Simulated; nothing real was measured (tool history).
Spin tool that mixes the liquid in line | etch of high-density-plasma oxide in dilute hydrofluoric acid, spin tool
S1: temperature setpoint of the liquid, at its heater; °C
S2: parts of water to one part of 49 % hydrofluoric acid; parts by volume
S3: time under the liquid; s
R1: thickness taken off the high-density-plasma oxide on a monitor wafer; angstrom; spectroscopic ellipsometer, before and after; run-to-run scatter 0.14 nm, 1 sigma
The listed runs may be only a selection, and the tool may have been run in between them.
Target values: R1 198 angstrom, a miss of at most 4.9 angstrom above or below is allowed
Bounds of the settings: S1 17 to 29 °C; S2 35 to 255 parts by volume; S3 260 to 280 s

run  hour    S1   S2   S3      R1
  1     0    21  145  260  116.68
  2   8.8    22  140  260  125.24
  3   9.4    22  140  280  136.85
  4  15.3    22  115  280  166.79
  5  22.5    22  150  280  123.47
  6  25.2    22  150  280  124.29
  7  31.4    23  145  280   135.7
  8  39.2  23.5  140  280  142.08
  9  45.4    24  135  280  153.04
 10  49.3  24.5  135  280  157.62
 11  54.6    25  135  280   157.8
 12  60.9  25.5  135  280   159.9
 13  67.8    26  135  280  165.19
 14  74.1  26.5  135  280  166.39
     80.7  -- hydrofluoric acid flow meter replaced
 15  80.7    27  135  280  154.56
 16  86.2    28  100  280  227.76

Of the 4 settings listed for the next run, only one would bring every result within its allowed miss of target. Which one?
  A  91.7    23   95  265   ?
  B  91.7  28.5  115  280   ?
  C  91.7    28  115  270   ?
  D  91.7  24.5  100  260   ?

move      R1
   A  183.97
   B  193.83
   C  183.42
   D   180.9
A: the result that was furthest off in the last run now lies on the other side of its target
B: every result lands within tolerance
C: the result that was furthest off in the last run now lies on the other side of its target
D: the result that was furthest off in the last run now lies on the other side of its target
B meets every target.
